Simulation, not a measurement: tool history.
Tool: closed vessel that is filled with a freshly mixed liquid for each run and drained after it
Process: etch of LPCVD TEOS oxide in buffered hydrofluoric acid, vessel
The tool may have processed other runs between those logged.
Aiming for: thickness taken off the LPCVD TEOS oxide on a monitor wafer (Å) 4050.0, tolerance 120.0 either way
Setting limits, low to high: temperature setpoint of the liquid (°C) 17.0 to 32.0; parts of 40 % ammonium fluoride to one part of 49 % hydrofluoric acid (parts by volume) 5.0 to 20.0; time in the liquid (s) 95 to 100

run,hour,temperature setpoint of the liquid (°C),parts of 40 % ammonium fluoride to one part of 49 % hydrofluoric acid (parts by volume),time in the liquid (s),thickness taken off the LPCVD TEOS oxide on a monitor wafer (Å)
1,0.0,25.0,12.0,95,3248.9
2,1.9,26.0,12.0,95,3424.7
3,4.5,26.0,12.0,100,3583.8
4,13.6,26.5,12.0,100,3698.6
5,21.3,27.0,12.0,100,3806.4
6,23.1,30.0,12.0,100,4447.1
7,24.3,29.5,12.0,100,4382.4
8,33.4,29.0,12.0,100,4251.0
9,35.8,29.0,12.0,100,4263.0

Consider the 4 candidate settings below. Which is the only one whose results all fall within their allowed miss of target?
A,38.2,30.0,12.0,100,?
B,38.2,31.5,14.5,100,?
C,38.2,29.0,13.0,95,?
D,38.2,28.0,12.5,95,?

move,thickness taken off the LPCVD TEOS oxide on a monitor wafer (Å)
A,4477.5
B,4025.0
C,3731.9
D,3677.6
A: further off than the last run
B: each result inside its tolerance
C: pushes the last run's worst result past its target
D: pushes the last run's worst result past its target
B meets every target.

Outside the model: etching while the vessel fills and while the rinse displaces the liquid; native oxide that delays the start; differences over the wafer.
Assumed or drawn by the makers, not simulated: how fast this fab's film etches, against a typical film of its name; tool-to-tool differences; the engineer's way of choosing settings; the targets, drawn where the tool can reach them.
